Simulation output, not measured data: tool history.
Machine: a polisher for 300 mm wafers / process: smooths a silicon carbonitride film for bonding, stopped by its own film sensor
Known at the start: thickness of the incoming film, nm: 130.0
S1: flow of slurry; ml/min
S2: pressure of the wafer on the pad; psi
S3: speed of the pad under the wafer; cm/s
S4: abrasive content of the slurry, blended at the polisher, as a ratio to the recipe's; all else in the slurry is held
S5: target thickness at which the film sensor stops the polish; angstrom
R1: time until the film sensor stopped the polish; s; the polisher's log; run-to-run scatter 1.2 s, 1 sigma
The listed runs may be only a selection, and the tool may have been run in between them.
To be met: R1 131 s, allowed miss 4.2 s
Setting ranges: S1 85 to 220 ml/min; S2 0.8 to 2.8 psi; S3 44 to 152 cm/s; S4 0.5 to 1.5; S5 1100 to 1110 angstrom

{"run": 1, "day": 0.0, "S1": 140, "S2": 1.8, "S3": 98, "S4": 1, "S5": 1110, "R1": 79.882}
{"run": 2, "day": 0.354, "S1": 140, "S2": 1.8, "S3": 98, "S4": 1, "S5": 1110, "R1": 80.412}
{"run": 3, "day": 0.583, "S1": 140, "S2": 1.8, "S3": 110, "S4": 1, "S5": 1110, "R1": 73.594}
{"run": 4, "day": 0.762, "S1": 140, "S2": 1.8, "S3": 110, "S4": 1, "S5": 1100, "R1": 76.294}
{"run": 5, "day": 0.85, "S1": 140, "S2": 1.8, "S3": 110, "S4": 0.85, "S5": 1100, "R1": 80.69}
{"run": 6, "day": 0.908, "S1": 135, "S2": 1.6, "S3": 110, "S4": 0.85, "S5": 1100, "R1": 92.513}
{"run": 7, "day": 1.217, "S1": 130, "S2": 1.5, "S3": 110, "S4": 0.85, "S5": 1100, "R1": 100.91}
{"run": 8, "day": 1.329, "S1": 125, "S2": 1.4, "S3": 110, "S4": 0.85, "S5": 1100, "R1": 108.06}
{"run": 9, "day": 1.688, "S1": 120, "S2": 1.3, "S3": 110, "S4": 0.85, "S5": 1100, "R1": 115.13}
{"run": 10, "day": 1.942, "S1": 115, "S2": 1.3, "S3": 110, "S4": 0.85, "S5": 1100, "R1": 117.72}
{"run": 11, "day": 2.229, "S1": 110, "S2": 1.3, "S3": 110, "S4": 0.85, "S5": 1100, "R1": 118.35}
{"run": 12, "day": 2.45, "S1": 105, "S2": 1.3, "S3": 110, "S4": 0.85, "S5": 1100, "R1": 119.01}
{"run": 13, "day": 2.629, "S1": 100, "S2": 1.3, "S3": 110, "S4": 0.85, "S5": 1100, "R1": 119.75}

Below are 5 possible settings for the next run. Only one of them brings all results inside the allowed miss of their targets. Which is it?
{"run": "A", "day": 2.808, "S1": 105, "S2": 1, "S3": 152, "S4": 0.9, "S5": 1110, "R1": "?"}
{"run": "B", "day": 2.808, "S1": 85, "S2": 1.3, "S3": 124, "S4": 0.85, "S5": 1110, "R1": "?"}
{"run": "C", "day": 2.808, "S1": 90, "S2": 1, "S3": 124, "S4": 1.2, "S5": 1100, "R1": "?"}
{"run": "D", "day": 2.808, "S1": 90, "S2": 1.2, "S3": 120, "S4": 1.05, "S5": 1110, "R1": "?"}
{"run": "E", "day": 2.808, "S1": 135, "S2": 1.1, "S3": 120, "S4": 0.8, "S5": 1110, "R1": "?"}

move=A R1=111.8
move=B R1=110.96
move=C R1=128.72
move=D R1=110.73
move=E R1=120.4
A: further off than the last run
B: further off than the last run
C: each result inside its tolerance
D: further off than the last run
E: moves toward the targets from the last run without getting all of them in spec
The move that meets every target is C.
